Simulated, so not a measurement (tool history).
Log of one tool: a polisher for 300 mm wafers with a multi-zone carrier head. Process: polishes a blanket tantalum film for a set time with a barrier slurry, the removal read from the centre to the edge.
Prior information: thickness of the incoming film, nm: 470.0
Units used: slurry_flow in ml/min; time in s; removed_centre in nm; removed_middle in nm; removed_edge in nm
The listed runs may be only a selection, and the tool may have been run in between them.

| run | hour | slurry_flow | centre_zone | middle_zone | edge_zone | slurry_solids | time | removed_centre | removed_middle | removed_edge |
|---|---|---|---|---|---|---|---|---|---|---|
| 1 | 0.0 | 215 | 1.00 | 1.00 | 1.00 | 1.00 | 72 | 98.416 | 100.090 | 91.207 |
| 2 | 2.8 | 215 | 1.00 | 0.93 | 1.00 | 1.00 | 72 | 98.914 | 93.351 | 94.596 |
| 3 | 7.0 | 215 | 0.94 | 0.93 | 1.00 | 1.00 | 72 | 92.577 | 93.898 | 93.769 |
| 4 | 12.7 | 210 | 0.93 | 0.93 | 0.98 | 0.95 | 72 | 90.253 | 92.789 | 88.774 |
| 5 | 15.4 | 205 | 0.92 | 0.93 | 0.98 | 0.90 | 72 | 87.609 | 89.737 | 90.135 |
|  | 18.2 | edge zone pressure recalibrated |
| 6 | 18.2 | 205 | 0.91 | 0.94 | 0.96 | 0.85 | 72 | 87.450 | 90.088 | 92.494 |
| 7 | 25.2 | 205 | 0.91 | 0.94 | 0.96 | 0.85 | 72 | 87.120 | 89.574 | 90.613 |

Run 8, settings as shown, results not yet in. Your forecast:
| 8 | 26.6 | 205 | 0.91 | 0.96 | 0.95 | 0.85 | 70 | ? | ? | ? |

removed_centre: 83.400 nm
removed_middle: 87.540 nm
removed_edge: 85.760 nm

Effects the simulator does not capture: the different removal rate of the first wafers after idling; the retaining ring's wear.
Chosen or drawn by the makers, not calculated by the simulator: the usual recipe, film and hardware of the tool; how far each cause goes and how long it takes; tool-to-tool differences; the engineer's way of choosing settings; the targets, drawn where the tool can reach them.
